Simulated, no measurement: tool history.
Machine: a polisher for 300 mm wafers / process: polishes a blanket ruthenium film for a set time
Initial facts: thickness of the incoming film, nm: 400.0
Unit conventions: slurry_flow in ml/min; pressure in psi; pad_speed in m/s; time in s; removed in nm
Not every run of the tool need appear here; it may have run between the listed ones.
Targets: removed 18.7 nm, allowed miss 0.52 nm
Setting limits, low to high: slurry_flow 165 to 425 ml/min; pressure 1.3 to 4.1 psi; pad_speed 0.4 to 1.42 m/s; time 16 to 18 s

run,hour,slurry_flow,pressure,pad_speed,time,removed
1,0,275,2.7,0.9,18,26.876
2,8,275,2.6,0.9,18,25.591
3,10.3,275,2.9,0.9,18,28.91
4,17.3,275,2.8,0.9,18,27.645
5,22.5,275,2.8,1,18,30.414
6,30.7,275,2.7,1,18,29.631
7,31.7,265,2,0.98,18,21.545
8,32.7,255,1.8,0.98,18,19.467

5 next moves are on the table. One of them brings every result within its allowed miss. Which?
A,33.7,220,1.9,1.02,16,?
B,33.7,325,1.5,1.2,18,?
C,33.7,310,2,0.88,18,?
D,33.7,325,1.6,1.12,18,?
E,33.7,270,1.9,1.08,16,?

move,removed
A,18.976
B,20.473
C,19.949
D,20.367
E,20.343
A: every result lands within tolerance
B: moves away from the targets compared with the last run
C: moves away from the targets compared with the last run
D: moves away from the targets compared with the last run
E: moves away from the targets compared with the last run
The move that meets every target is A.

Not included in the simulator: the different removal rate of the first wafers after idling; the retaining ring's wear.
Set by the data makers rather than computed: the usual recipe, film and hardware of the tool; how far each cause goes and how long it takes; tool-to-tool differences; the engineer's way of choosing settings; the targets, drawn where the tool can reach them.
